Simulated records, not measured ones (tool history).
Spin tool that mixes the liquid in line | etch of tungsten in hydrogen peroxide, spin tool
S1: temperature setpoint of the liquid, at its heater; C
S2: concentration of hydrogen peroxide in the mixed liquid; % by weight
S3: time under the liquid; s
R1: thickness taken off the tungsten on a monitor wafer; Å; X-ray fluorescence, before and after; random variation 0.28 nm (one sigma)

run 1 day=0.000 | S1=52.0 S2=23.0 S3=55 | R1=639.07
run 2 day=0.275 | S1=52.0 S2=23.0 S3=55 | R1=650.68
run 3 day=0.488 | S1=52.0 S2=23.0 S3=55 | R1=650.46
run 4 day=0.562 | S1=52.0 S2=23.0 S3=55 | R1=650.18
run 5 day=0.633 | S1=52.0 S2=23.0 S3=60 | R1=705.96
run 6 day=0.762 | S1=52.0 S2=28.0 S3=60 | R1=776.23
run 7 day=0.783 | S1=44.0 S2=27.5 S3=60 | R1=473.34
run 8 day=0.846 | S1=43.0 S2=27.5 S3=60 | R1=439.10
run 9 day=1.154 | S1=43.0 S2=27.5 S3=60 | R1=435.29
run 10 day=1.529 | S1=42.5 S2=27.5 S3=60 | R1=431.27
run 11 day=1.671 | S1=42.0 S2=27.5 S3=60 | R1=412.28
run 12 day=1.858 | S1=41.5 S2=27.5 S3=60 | R1=397.63

The next listed run, before its measurement:
run 13 day=2.179 | S1=41.0 S2=27.5 S3=60 | R1=?

{"run 13": {"R1": 390.38}}
